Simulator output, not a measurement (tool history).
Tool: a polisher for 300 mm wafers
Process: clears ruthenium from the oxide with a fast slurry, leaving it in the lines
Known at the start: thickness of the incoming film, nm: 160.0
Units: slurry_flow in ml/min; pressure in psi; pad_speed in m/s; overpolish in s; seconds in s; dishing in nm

run  hour  slurry_flow  pressure  pad_speed  slurry_solids  overpolish  seconds  dishing
  1     0          135       2.4       0.88              1          12   68.671   27.308
  2   5.9          135       2.4       0.72              1          12   83.183   20.754
  3  11.6          135       2.4       0.52              1          12   117.15   16.165
  4  18.2          135       2.4       0.52            0.9          12    117.7   15.315
  5  26.1          135       2.7       0.56            0.9          13   98.918   19.657
  6  27.3          135       2.9        0.6            0.9          13   87.571   22.109
  7  34.6          135       3.1       0.64            0.9          13   79.142   24.929
  8  37.1          135       3.2       0.68            0.9          13   72.624   27.155
  9  41.5          135       3.3       0.72            0.9          13   65.782   28.602

The next listed run, before its measurement:
 10  46.8          135       3.4       0.74            0.9          13        ?        ?

Run 10 gave seconds 64.659 s, dishing 29.437 nm.

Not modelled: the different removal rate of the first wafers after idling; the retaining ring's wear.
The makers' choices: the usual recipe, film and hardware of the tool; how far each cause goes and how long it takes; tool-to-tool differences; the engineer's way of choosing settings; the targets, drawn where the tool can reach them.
